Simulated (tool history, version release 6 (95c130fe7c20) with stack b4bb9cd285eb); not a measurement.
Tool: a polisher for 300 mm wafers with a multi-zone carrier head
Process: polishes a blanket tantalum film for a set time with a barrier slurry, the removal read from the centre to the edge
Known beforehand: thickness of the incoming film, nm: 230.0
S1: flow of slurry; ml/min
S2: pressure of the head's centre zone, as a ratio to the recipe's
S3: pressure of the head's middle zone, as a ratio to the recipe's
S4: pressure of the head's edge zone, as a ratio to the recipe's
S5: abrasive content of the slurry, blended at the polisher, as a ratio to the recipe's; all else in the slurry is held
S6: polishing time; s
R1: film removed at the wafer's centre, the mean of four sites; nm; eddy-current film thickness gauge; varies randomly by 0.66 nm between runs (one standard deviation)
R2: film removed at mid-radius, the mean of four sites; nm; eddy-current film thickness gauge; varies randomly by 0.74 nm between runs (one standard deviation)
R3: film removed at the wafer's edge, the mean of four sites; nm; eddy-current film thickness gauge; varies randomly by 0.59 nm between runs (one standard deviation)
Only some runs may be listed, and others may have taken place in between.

run,hour,S1,S2,S3,S4,S5,S6,R1,R2,R3
1,0,305,1,1,1,1,42,84.325,86.442,83.579
2,6.6,305,1,1,1,1.15,42,88.185,90.805,87.421
3,7.7,305,1,1,1,1.35,42,91.625,93.455,90.919
4,15.4,375,1,1,1,1.35,42,93.99,95.582,91.447
5,20.2,375,1,0.97,1,1.35,42,93.178,94.103,93.156
6,26.6,375,1,0.97,1.05,1.35,42,93.469,94.414,94.622
7,32.9,375,1,0.97,1.05,1.35,42,95.058,93.432,94.832
8,38.9,365,0.97,0.93,1.02,1.25,42,86.737,89.007,90.876

Estimate the outcome of run 9 from the log above:
9,45,310,0.93,0.83,1.01,1.05,41,?,?,?

{"run 9": {"R1": 78.778, "R2": 75.368, "R3": 84.614}}
